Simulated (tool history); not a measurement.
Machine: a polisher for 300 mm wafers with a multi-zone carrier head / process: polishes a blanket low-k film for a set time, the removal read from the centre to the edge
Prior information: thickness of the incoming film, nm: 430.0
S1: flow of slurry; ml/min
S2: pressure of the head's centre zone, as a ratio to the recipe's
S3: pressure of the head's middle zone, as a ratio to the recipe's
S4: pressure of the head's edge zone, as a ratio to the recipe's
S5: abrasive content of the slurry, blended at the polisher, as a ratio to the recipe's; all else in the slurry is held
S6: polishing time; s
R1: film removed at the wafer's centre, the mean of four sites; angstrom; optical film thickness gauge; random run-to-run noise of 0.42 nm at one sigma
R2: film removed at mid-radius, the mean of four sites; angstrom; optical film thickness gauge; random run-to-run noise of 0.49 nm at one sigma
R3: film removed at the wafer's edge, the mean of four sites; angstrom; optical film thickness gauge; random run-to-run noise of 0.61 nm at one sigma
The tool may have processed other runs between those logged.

run,hour,S1,S2,S3,S4,S5,S6,R1,R2,R3
1,0.0,205,1.00,1.00,1.00,1.00,87,472.54,482.75,487.46
2,5.1,205,0.99,0.98,0.99,0.95,87,471.62,461.91,474.25
3,5.7,205,0.99,0.98,0.99,0.95,65,350.82,343.37,345.07
4,13.4,205,0.99,0.98,1.01,0.95,65,347.86,355.64,353.39
5,14.4,205,0.99,0.98,1.06,0.95,65,346.41,347.01,366.68
6,15.7,205,1.03,0.98,1.06,0.95,65,356.44,338.58,367.79
7,23.2,210,1.03,0.99,1.07,0.95,65,363.68,340.66,368.37

Run 8, settings as shown, results not yet in. Your forecast:
8,24.5,210,1.03,0.99,1.08,0.95,65,?,?,?

{"run 8": {"R1": 359.29, "R2": 353.56, "R3": 366.56}}
